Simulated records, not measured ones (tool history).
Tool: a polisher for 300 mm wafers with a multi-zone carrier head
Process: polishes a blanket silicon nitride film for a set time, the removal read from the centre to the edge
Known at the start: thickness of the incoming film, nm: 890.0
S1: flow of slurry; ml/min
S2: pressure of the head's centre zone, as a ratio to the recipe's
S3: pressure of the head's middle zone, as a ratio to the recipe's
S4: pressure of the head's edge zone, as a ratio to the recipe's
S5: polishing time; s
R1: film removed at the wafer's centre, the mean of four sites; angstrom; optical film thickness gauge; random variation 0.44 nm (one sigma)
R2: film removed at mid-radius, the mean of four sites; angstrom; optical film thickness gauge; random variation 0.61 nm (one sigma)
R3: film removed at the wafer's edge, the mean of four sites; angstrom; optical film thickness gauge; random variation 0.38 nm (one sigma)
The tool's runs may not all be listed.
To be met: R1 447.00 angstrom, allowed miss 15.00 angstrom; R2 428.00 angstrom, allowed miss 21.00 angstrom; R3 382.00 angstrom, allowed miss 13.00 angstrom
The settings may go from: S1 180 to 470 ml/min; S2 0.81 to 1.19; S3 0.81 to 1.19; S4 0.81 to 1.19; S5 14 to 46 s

Run 1, hour 0.0: S1 300 ml/min, S2 1.00, S3 1.00, S4 1.00, S5 30 s. Result: R1 643.55 angstrom, R2 649.23 angstrom, R3 645.38 angstrom.
Run 2, hour 1.8: S1 300 ml/min, S2 0.96, S3 1.00, S4 1.00, S5 30 s. Result: R1 618.67 angstrom, R2 633.02 angstrom, R3 630.10 angstrom.
Run 3, hour 3.4: S1 240 ml/min, S2 0.96, S3 1.00, S4 1.00, S5 30 s. Result: R1 608.15 angstrom, R2 655.76 angstrom, R3 628.29 angstrom.
Run 4, hour 7.4: S1 240 ml/min, S2 0.96, S3 1.00, S4 1.00, S5 35 s. Result: R1 700.04 angstrom, R2 744.81 angstrom, R3 745.89 angstrom.
Run 5, hour 16.4: S1 190 ml/min, S2 0.96, S3 1.00, S4 1.00, S5 35 s. Result: R1 686.94 angstrom, R2 733.52 angstrom, R3 735.87 angstrom.
Run 6, hour 20.0: S1 200 ml/min, S2 0.98, S3 0.99, S4 0.97, S5 31 s. Result: R1 617.10 angstrom, R2 638.67 angstrom, R3 635.31 angstrom.
Run 7, hour 28.1: S1 220 ml/min, S2 1.00, S3 1.00, S4 0.95, S5 28 s. Result: R1 571.53 angstrom, R2 586.93 angstrom, R3 566.73 angstrom.
Run 8, hour 34.0: S1 240 ml/min, S2 1.02, S3 1.01, S4 0.93, S5 26 s. Result: R1 556.22 angstrom, R2 571.32 angstrom, R3 516.74 angstrom.
Run 9, hour 38.2: S1 310 ml/min, S2 1.03, S3 0.91, S4 0.88, S5 18 s. Result: R1 399.68 angstrom, R2 363.77 angstrom, R3 366.67 angstrom.
Run 10, hour 40.3: S1 310 ml/min, S2 1.04, S3 0.94, S4 0.88, S5 18 s. Result: R1 401.25 angstrom, R2 379.17 angstrom, R3 364.94 angstrom.
Run 11, hour 45.8: S1 310 ml/min, S2 1.06, S3 0.96, S4 0.89, S5 18 s. Result: R1 401.77 angstrom, R2 372.41 angstrom, R3 368.75 angstrom.

Which of these 4 next moves meets every target?
Run A, hour 51.3: S1 270 ml/min, S2 1.12, S3 1.04, S4 0.87, S5 19 s. Result: R1 ?, R2 ?, R3 ?.
Run B, hour 51.3: S1 205 ml/min, S2 0.89, S3 1.05, S4 0.81, S5 20 s. Result: R1 ?, R2 ?, R3 ?.
Run C, hour 51.3: S1 315 ml/min, S2 1.11, S3 0.93, S4 0.81, S5 21 s. Result: R1 ?, R2 ?, R3 ?.
Run D, hour 51.3: S1 325 ml/min, S2 0.99, S3 1.00, S4 0.81, S5 21 s. Result: R1 ?, R2 ?, R3 ?.

move      R1      R2      R3
   A  443.18  433.36  377.53
   B  364.24  447.61  378.21
   C  492.63  441.96  410.55
   D  443.70  471.21  410.97
A: meets every target
B: further off than the last run
C: takes the result that was furthest off past its target
D: brings the result that was furthest off to its target, and leaves another outside
Answer: A
